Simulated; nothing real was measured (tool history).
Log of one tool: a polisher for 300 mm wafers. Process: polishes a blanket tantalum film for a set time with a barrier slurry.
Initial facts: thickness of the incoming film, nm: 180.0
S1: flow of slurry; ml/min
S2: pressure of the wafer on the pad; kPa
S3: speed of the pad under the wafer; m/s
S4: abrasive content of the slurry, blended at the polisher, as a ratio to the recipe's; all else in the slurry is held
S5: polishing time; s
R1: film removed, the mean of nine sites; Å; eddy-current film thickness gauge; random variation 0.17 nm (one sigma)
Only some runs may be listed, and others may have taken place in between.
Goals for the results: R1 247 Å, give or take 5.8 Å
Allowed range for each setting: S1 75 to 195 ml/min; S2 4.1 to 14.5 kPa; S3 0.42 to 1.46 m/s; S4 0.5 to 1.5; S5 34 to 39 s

| run | hour | S1 | S2 | S3 | S4 | S5 | R1 |
|---|---|---|---|---|---|---|---|
| 1 | 0 | 125 | 9 | 0.94 | 1 | 39 | 360.66 |
| 2 | 5.4 | 120 | 9 | 0.94 | 1 | 39 | 361.34 |
| 3 | 10.4 | 120 | 9 | 0.74 | 1 | 39 | 291.76 |
| 4 | 18.3 | 140 | 9 | 0.74 | 1 | 39 | 299.74 |
| 5 | 25.3 | 140 | 10.3 | 0.74 | 1 | 39 | 347.98 |
|  | 30.7 | slurry nozzle cleaned |
| 6 | 30.7 | 140 | 10.3 | 0.74 | 1 | 34 | 319.85 |
| 7 | 39.6 | 135 | 10.3 | 0.74 | 1 | 34 | 313.34 |
| 8 | 42.3 | 130 | 10.3 | 0.74 | 1 | 34 | 315.42 |
| 9 | 49.5 | 125 | 10.3 | 0.74 | 1 | 34 | 309.42 |

Pick the move, out of 4, that brings all results within their allowed miss; only one does.
| A | 56.7 | 190 | 9.7 | 0.66 | 1.25 | 38 | ? |
| B | 56.7 | 105 | 9.7 | 0.72 | 0.85 | 35 | ? |
| C | 56.7 | 125 | 10.3 | 0.56 | 1.05 | 34 | ? |
| D | 56.7 | 140 | 14.5 | 0.6 | 0.9 | 38 | ? |

| move | R1 |
|---|---|
| A | 333.44 |
| B | 277.15 |
| C | 250.23 |
| D | 407.44 |
A: its largest miss is bigger than the last run's
B: nearer than the last run, and not there yet
C: each result inside its tolerance
D: its largest miss is bigger than the last run's
C meets every target.

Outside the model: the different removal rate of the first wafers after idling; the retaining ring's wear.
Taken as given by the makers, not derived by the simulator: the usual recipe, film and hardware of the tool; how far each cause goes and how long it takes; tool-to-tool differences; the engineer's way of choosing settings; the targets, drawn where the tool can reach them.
